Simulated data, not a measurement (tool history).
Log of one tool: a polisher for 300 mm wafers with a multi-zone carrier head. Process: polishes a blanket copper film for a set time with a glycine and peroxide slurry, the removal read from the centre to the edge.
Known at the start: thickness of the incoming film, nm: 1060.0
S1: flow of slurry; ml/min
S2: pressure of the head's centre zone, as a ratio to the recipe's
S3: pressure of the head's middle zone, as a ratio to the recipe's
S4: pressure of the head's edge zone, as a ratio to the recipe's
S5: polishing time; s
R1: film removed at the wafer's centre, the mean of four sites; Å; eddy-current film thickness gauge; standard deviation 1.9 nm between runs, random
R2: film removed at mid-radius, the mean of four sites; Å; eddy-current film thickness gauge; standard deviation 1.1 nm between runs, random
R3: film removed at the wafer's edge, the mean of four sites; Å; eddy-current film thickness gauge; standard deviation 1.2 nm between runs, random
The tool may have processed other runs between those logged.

| run | hour | S1 | S2 | S3 | S4 | S5 | R1 | R2 | R3 |
|---|---|---|---|---|---|---|---|---|---|
| 1 | 0.0 | 235 | 1.00 | 1.00 | 1.00 | 32 | 1717.6 | 1788.0 | 1813.9 |
| 2 | 1.9 | 230 | 0.99 | 0.99 | 0.98 | 32 | 1725.9 | 1769.4 | 1827.1 |
| 3 | 4.3 | 230 | 0.98 | 1.00 | 0.98 | 31 | 1659.2 | 1723.3 | 1742.2 |
| 4 | 4.9 | 230 | 0.98 | 1.00 | 0.94 | 31 | 1724.1 | 1709.7 | 1746.1 |
| 5 | 8.2 | 230 | 0.98 | 1.00 | 0.94 | 35 | 1874.5 | 1948.1 | 1957.7 |
| 6 | 15.9 | 175 | 0.98 | 1.00 | 0.94 | 35 | 1830.2 | 1853.0 | 1876.8 |
| 7 | 20.8 | 160 | 0.88 | 0.99 | 0.84 | 29 | 1311.2 | 1489.3 | 1459.8 |
| 8 | 24.9 | 165 | 0.88 | 0.99 | 0.84 | 29 | 1345.6 | 1521.9 | 1468.3 |
|  | 31.4 | worn pad replaced by a new one |
| 9 | 31.4 | 195 | 0.89 | 0.99 | 0.88 | 29 | 1490.6 | 1675.7 | 1626.7 |
| 10 | 33.4 | 190 | 0.89 | 0.99 | 0.88 | 29 | 1501.3 | 1675.0 | 1633.7 |
| 11 | 39.3 | 185 | 0.89 | 0.99 | 0.88 | 29 | 1490.0 | 1669.6 | 1642.7 |
| 12 | 42.9 | 180 | 0.89 | 0.99 | 0.88 | 29 | 1455.7 | 1651.0 | 1608.0 |
| 13 | 46.2 | 180 | 0.89 | 0.99 | 0.88 | 29 | 1444.8 | 1657.5 | 1595.7 |

Run 14 comes next. What will it give?
| 14 | 51.1 | 175 | 0.89 | 0.99 | 0.88 | 29 | ? | ? | ? |

R1: 1437.0 Å
R2: 1668.2 Å
R3: 1615.1 Å
